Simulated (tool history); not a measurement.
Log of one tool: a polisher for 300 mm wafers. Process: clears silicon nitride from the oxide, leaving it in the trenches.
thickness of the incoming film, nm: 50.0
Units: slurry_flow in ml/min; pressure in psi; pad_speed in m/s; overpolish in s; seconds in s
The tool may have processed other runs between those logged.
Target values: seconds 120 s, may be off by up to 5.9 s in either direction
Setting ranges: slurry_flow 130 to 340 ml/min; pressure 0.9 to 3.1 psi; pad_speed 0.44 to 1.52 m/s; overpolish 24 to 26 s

{"run": 1, "hour": 0.0, "slurry_flow": 220, "pressure": 2, "pad_speed": 0.98, "overpolish": 24, "seconds": 77.92}
{"run": 2, "hour": 5.5, "slurry_flow": 220, "pressure": 2, "pad_speed": 0.98, "overpolish": 26, "seconds": 77.943}
{"run": 3, "hour": 7.2, "slurry_flow": 220, "pressure": 1.8, "pad_speed": 0.98, "overpolish": 26, "seconds": 88.081}
{"run": 4, "hour": 11.3, "slurry_flow": 220, "pressure": 1.8, "pad_speed": 1.06, "overpolish": 26, "seconds": 82.87}
{"run": 5, "hour": 17.1, "slurry_flow": 180, "pressure": 1.8, "pad_speed": 1.06, "overpolish": 26, "seconds": 85.05}
{"run": 6, "hour": 23.6, "slurry_flow": 180, "pressure": 1.6, "pad_speed": 1.06, "overpolish": 26, "seconds": 97.963}
{"run": 7, "hour": 32.0, "slurry_flow": 180, "pressure": 1.6, "pad_speed": 1.06, "overpolish": 26, "seconds": 95.931}
{"run": 8, "hour": 34.3, "slurry_flow": 180, "pressure": 1.5, "pad_speed": 1.06, "overpolish": 26, "seconds": 99.541}
{"run": 9, "hour": 40.1, "slurry_flow": 180, "pressure": 1.1, "pad_speed": 1.04, "overpolish": 26, "seconds": 139.97}
{"hour": 43.3, "done": "worn pad replaced by a new one"}
{"run": 10, "hour": 43.3, "slurry_flow": 180, "pressure": 1.3, "pad_speed": 1.04, "overpolish": 26, "seconds": 112.98}

Next run, 5 choices. One meets every target within its allowed miss, the rest don't. Which?
{"run": "A", "hour": 46.5, "slurry_flow": 175, "pressure": 1.2, "pad_speed": 1.34, "overpolish": 24, "seconds": "?"}
{"run": "B", "hour": 46.5, "slurry_flow": 150, "pressure": 1.4, "pad_speed": 1.12, "overpolish": 24, "seconds": "?"}
{"run": "C", "hour": 46.5, "slurry_flow": 195, "pressure": 1.4, "pad_speed": 1.02, "overpolish": 26, "seconds": "?"}
{"run": "D", "hour": 46.5, "slurry_flow": 200, "pressure": 1, "pad_speed": 1.04, "overpolish": 26, "seconds": "?"}
{"run": "E", "hour": 46.5, "slurry_flow": 135, "pressure": 1.3, "pad_speed": 1, "overpolish": 26, "seconds": "?"}

move=A seconds=105.22
move=B seconds=104.9
move=C seconds=106.42
move=D seconds=144.25
move=E seconds=123.38
A: its largest miss is bigger than the last run's
B: its largest miss is bigger than the last run's
C: its largest miss is bigger than the last run's
D: moves the result that the last run missed by most past its target, out the other side
E: hits every target within its allowed miss
Move E is the one to make.
